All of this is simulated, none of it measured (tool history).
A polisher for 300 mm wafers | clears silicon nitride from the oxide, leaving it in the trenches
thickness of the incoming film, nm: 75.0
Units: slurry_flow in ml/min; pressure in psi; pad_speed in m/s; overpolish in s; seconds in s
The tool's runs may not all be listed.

| run | day | slurry_flow | pressure | pad_speed | overpolish | seconds |
|---|---|---|---|---|---|---|
| 1 | 0 | 275 | 2.7 | 0.82 | 33 | 118.85 |
| 2 | 0.125 | 275 | 2.6 | 0.82 | 33 | 122.87 |
| 3 | 0.442 | 275 | 2.6 | 0.82 | 36 | 124.42 |
| 4 | 0.812 | 300 | 2.6 | 0.82 | 36 | 121.6 |
| 5 | 0.925 | 295 | 2.5 | 0.82 | 36 | 129.09 |
| 6 | 1.292 | 265 | 2.5 | 0.82 | 36 | 128.15 |

Run 7 comes next. What will it give?
| 7 | 1.504 | 265 | 2.4 | 0.82 | 36 | ? |

Run 7 gave seconds 135.45 s.

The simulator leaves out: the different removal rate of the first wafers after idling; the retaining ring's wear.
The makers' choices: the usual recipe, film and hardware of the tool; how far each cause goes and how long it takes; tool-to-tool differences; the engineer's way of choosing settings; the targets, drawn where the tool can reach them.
